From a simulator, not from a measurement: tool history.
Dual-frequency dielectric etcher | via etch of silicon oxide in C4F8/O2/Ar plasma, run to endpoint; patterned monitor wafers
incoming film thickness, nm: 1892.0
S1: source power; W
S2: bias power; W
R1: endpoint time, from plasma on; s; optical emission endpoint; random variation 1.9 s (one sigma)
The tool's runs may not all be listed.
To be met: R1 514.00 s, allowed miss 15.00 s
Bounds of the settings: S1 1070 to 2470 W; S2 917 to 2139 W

| run | hour | S1 | S2 | R1 |
|---|---|---|---|---|
| 1 | 0.0 | 1770 | 1528 | 439.79 |
| 2 | 7.5 | 1690 | 1499 | 451.39 |
| 3 | 14.3 | 1880 | 1499 | 435.58 |
| 4 | 15.7 | 1790 | 1454 | 447.77 |
| 5 | 18.4 | 1790 | 1662 | 426.31 |
| 6 | 23.9 | 1980 | 1662 | 411.70 |
| 7 | 29.2 | 1880 | 1602 | 425.50 |
| 8 | 30.3 | 1790 | 1552 | 435.55 |
| 9 | 39.1 | 1710 | 1503 | 450.58 |
|  | 40.1 | bias power generator calibrated |
| 10 | 40.1 | 1640 | 1478 | 456.57 |
| 11 | 42.7 | 1580 | 1447 | 465.84 |
| 12 | 45.6 | 1530 | 1425 | 473.88 |
| 13 | 51.9 | 1490 | 1408 | 480.68 |
| 14 | 56.5 | 1220 | 1314 | 530.66 |
| 15 | 62.0 | 1230 | 1318 | 530.73 |

Which of these 4 next moves meets every target?
| A | 67.5 | 1360 | 1303 | ? |
| B | 67.5 | 1070 | 1399 | ? |
| C | 67.5 | 1510 | 981 | ? |
| D | 67.5 | 1490 | 1001 | ? |

| move | R1 |
|---|---|
| A | 509.46 |
| B | 543.55 |
| C | 541.29 |
| D | 540.22 |
A: meets every target
B: further off than the last run
C: further off than the last run
D: further off than the last run
Answer: A
